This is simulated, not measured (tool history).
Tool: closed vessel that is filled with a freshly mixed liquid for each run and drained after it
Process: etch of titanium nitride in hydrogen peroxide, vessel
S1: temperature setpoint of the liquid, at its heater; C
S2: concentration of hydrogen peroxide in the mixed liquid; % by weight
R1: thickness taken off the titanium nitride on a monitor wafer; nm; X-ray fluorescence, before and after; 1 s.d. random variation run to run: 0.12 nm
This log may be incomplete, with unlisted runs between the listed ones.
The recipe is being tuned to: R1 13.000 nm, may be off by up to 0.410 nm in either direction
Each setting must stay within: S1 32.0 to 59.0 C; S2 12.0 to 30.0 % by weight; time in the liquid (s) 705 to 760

Run 1, day 0.000: S1 43.0 C, S2 22.5 % by weight, time in the liquid (s) 705. Result: R1 23.004 nm.
Run 2, day 0.242: S1 41.5 C, S2 22.5 % by weight, time in the liquid (s) 705. Result: R1 20.663 nm.
Run 3, day 0.483: S1 41.5 C, S2 22.5 % by weight, time in the liquid (s) 760. Result: R1 22.163 nm.
Run 4, day 0.667: S1 40.0 C, S2 22.5 % by weight, time in the liquid (s) 760. Result: R1 19.515 nm.
Run 5, day 0.904: S1 40.0 C, S2 19.5 % by weight, time in the liquid (s) 760. Result: R1 19.315 nm.
Run 6, day 1.017: S1 40.0 C, S2 19.5 % by weight, time in the liquid (s) 760. Result: R1 19.428 nm.
Run 7, day 1.179: S1 39.0 C, S2 19.5 % by weight, time in the liquid (s) 760. Result: R1 17.759 nm.
Run 8, day 1.488: S1 38.0 C, S2 19.5 % by weight, time in the liquid (s) 760. Result: R1 16.379 nm.
Run 9, day 1.667: S1 37.5 C, S2 19.5 % by weight, time in the liquid (s) 760. Result: R1 15.626 nm.
Run 10, day 1.996: S1 37.0 C, S2 19.5 % by weight, time in the liquid (s) 760. Result: R1 15.323 nm.
Run 11, day 2.379: S1 36.5 C, S2 19.5 % by weight, time in the liquid (s) 760. Result: R1 14.615 nm.
Run 12, day 2.429: S1 36.0 C, S2 19.5 % by weight, time in the liquid (s) 760. Result: R1 13.869 nm.

Exactly one of the 5 candidate moves below puts every result within its allowed miss. Which one?
Run A, day 2.479: S1 37.5 C, S2 12.0 % by weight, time in the liquid (s) 760. Result: R1 ?.
Run B, day 2.479: S1 35.0 C, S2 21.0 % by weight, time in the liquid (s) 760. Result: R1 ?.
Run C, day 2.479: S1 35.0 C, S2 19.5 % by weight, time in the liquid (s) 715. Result: R1 ?.
Run D, day 2.479: S1 36.0 C, S2 19.0 % by weight, time in the liquid (s) 760. Result: R1 ?.
Run E, day 2.479: S1 36.5 C, S2 22.5 % by weight, time in the liquid (s) 720. Result: R1 ?.

move      R1
   A  14.197
   B  13.122
   C  12.150
   D  13.902
   E  14.206
A: misses by more than the last run did
B: hits every target within its allowed miss
C: takes the biggest miss from the last run beyond its target
D: as far off as the last run
E: misses by more than the last run did
Go with B: it meets all targets.

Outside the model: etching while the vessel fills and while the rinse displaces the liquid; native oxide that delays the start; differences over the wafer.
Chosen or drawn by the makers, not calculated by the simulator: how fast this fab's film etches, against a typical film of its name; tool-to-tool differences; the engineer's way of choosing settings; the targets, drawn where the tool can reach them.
